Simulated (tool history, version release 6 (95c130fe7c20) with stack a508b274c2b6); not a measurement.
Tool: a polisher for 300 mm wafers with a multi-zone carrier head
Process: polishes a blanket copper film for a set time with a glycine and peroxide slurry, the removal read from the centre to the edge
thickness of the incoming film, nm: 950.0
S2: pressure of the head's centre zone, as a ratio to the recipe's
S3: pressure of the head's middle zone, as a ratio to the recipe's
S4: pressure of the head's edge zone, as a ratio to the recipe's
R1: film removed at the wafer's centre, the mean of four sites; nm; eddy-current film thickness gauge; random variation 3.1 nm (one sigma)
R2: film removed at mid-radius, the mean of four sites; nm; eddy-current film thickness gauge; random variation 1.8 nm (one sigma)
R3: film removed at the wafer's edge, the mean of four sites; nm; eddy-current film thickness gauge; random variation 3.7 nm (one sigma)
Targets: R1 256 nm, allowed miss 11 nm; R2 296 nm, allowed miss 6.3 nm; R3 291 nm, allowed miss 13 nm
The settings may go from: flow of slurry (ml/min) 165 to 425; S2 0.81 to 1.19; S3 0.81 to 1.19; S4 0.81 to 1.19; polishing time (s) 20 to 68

Run 1, hour 0: flow of slurry (ml/min) 275, S2 1, S3 1, S4 1, polishing time (s) 44. Result: R1 217.19 nm, R2 220.36 nm, R3 225.65 nm.
Run 2, hour 4.4: flow of slurry (ml/min) 275, S2 1, S3 1, S4 1.06, polishing time (s) 44. Result: R1 217.37 nm, R2 219.41 nm, R3 228.74 nm.
Run 3, hour 9.1: flow of slurry (ml/min) 320, S2 1, S3 1, S4 1.06, polishing time (s) 44. Result: R1 222.27 nm, R2 220.85 nm, R3 231 nm.
Run 4, hour 12.3: flow of slurry (ml/min) 315, S2 0.99, S3 1.02, S4 1.07, polishing time (s) 46. Result: R1 235.26 nm, R2 238.64 nm, R3 239.06 nm.
Run 5, hour 13.5: flow of slurry (ml/min) 300, S2 0.97, S3 1.02, S4 1.08, polishing time (s) 48. Result: R1 237.01 nm, R2 245.64 nm, R3 253.08 nm.
Run 6, hour 21: flow of slurry (ml/min) 300, S2 0.97, S3 0.97, S4 1.08, polishing time (s) 48. Result: R1 230.76 nm, R2 234.74 nm, R3 253.07 nm.
Run 7, hour 29.9: flow of slurry (ml/min) 300, S2 0.97, S3 0.97, S4 1.08, polishing time (s) 48. Result: R1 240.08 nm, R2 233.34 nm, R3 251.27 nm.
Run 8, hour 31.5: flow of slurry (ml/min) 290, S2 0.96, S3 0.99, S4 1.09, polishing time (s) 49. Result: R1 232.5 nm, R2 246.48 nm, R3 258.25 nm.
Run 9, hour 38.8: flow of slurry (ml/min) 290, S2 0.96, S3 1, S4 1.1, polishing time (s) 50. Result: R1 239.3 nm, R2 251.37 nm, R3 265.36 nm.
Run 10, hour 42.9: flow of slurry (ml/min) 290, S2 0.96, S3 1.02, S4 1.11, polishing time (s) 51. Result: R1 239.67 nm, R2 260.44 nm, R3 273.39 nm.
Run 11, hour 45.1: flow of slurry (ml/min) 300, S2 0.96, S3 1.03, S4 1.12, polishing time (s) 51. Result: R1 247.02 nm, R2 266.48 nm, R3 275.1 nm.
Run 12, hour 46.5: flow of slurry (ml/min) 305, S2 0.96, S3 1.04, S4 1.13, polishing time (s) 51. Result: R1 244.87 nm, R2 267.09 nm, R3 271.73 nm.
Run 13, hour 55.2: flow of slurry (ml/min) 305, S2 0.96, S3 1.05, S4 1.13, polishing time (s) 51. Result: R1 245.68 nm, R2 267.48 nm, R3 270.74 nm.
Run 14, hour 63.2: flow of slurry (ml/min) 305, S2 0.96, S3 1.06, S4 1.13, polishing time (s) 52. Result: R1 254 nm, R2 277.43 nm, R3 277.47 nm.
Run 15, hour 67.2: flow of slurry (ml/min) 305, S2 0.96, S3 1.06, S4 1.14, polishing time (s) 52. Result: R1 250.02 nm, R2 272.88 nm, R3 290.22 nm.
Run 16, hour 74.9: flow of slurry (ml/min) 315, S2 0.96, S3 1.07, S4 1.14, polishing time (s) 52. Result: R1 257.04 nm, R2 277.54 nm, R3 282.67 nm.
Run 17, hour 81: flow of slurry (ml/min) 315, S2 0.96, S3 1.08, S4 1.14, polishing time (s) 52. Result: R1 254.27 nm, R2 279.76 nm, R3 288.97 nm.
Run 18, hour 83.4: flow of slurry (ml/min) 320, S2 0.96, S3 1.09, S4 1.13, polishing time (s) 52. Result: R1 253.82 nm, R2 282.46 nm, R3 281.07 nm.

5 next moves are on the table. One of them brings every result within its allowed miss. Which?
Run A, hour 85.8: flow of slurry (ml/min) 315, S2 0.94, S3 1.1, S4 1.13, polishing time (s) 54. Result: R1 ?, R2 ?, R3 ?.
Run B, hour 85.8: flow of slurry (ml/min) 305, S2 0.98, S3 1.06, S4 1.08, polishing time (s) 52. Result: R1 ?, R2 ?, R3 ?.
Run C, hour 85.8: flow of slurry (ml/min) 355, S2 1.04, S3 1.02, S4 1.13, polishing time (s) 52. Result: R1 ?, R2 ?, R3 ?.
Run D, hour 85.8: flow of slurry (ml/min) 230, S2 0.91, S3 1.06, S4 1.17, polishing time (s) 54. Result: R1 ?, R2 ?, R3 ?.
Run E, hour 85.8: flow of slurry (ml/min) 240, S2 0.99, S3 1.11, S4 1.04, polishing time (s) 50. Result: R1 ?, R2 ?, R3 ?.

move      R1      R2      R3
   A  258.47  297.02  299.84
   B  258.74  276.34  281.76
   C  278.29  270.59  291.12
   D  242.28  279.66  298.87
   E  245.46  270.43  261.36
A: meets every target
B: further off than the last run
C: further off than the last run
D: further off than the last run
E: further off than the last run
The right move is A.
